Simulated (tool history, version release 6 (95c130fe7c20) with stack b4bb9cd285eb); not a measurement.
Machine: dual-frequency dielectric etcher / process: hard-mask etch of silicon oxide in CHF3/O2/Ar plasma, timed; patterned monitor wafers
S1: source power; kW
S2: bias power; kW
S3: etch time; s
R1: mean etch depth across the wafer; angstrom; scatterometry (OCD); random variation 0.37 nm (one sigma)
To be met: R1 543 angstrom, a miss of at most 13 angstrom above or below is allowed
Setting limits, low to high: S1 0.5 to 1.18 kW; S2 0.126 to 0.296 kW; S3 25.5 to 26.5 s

run,hour,S1,S2,S3,R1
1,0,0.84,0.211,25.5,606.53
2,6,0.81,0.208,25.5,599.49
3,6.5,0.81,0.208,25.5,591.88
4,14,0.91,0.208,25.5,622.53
5,16.3,0.91,0.17,25.5,567.51
6,23.7,0.91,0.195,25.5,598.77
7,24.3,0.88,0.192,25.5,598.64
8,28.6,0.71,0.157,25.5,508.02
9,36.8,0.73,0.158,25.5,518.29

4 candidate next runs follow, results not yet known. Just one meets every target within its allowed miss. Identify it.
A,45,0.57,0.156,26.5,?
B,45,0.74,0.143,25.5,?
C,45,0.75,0.155,25.5,?
D,45,0.77,0.179,25.5,?

move,R1
A,476.03
B,492.81
C,511.8
D,548.07
A: its largest miss is bigger than the last run's
B: its largest miss is bigger than the last run's
C: its largest miss is bigger than the last run's
D: meets every target
Answer: D

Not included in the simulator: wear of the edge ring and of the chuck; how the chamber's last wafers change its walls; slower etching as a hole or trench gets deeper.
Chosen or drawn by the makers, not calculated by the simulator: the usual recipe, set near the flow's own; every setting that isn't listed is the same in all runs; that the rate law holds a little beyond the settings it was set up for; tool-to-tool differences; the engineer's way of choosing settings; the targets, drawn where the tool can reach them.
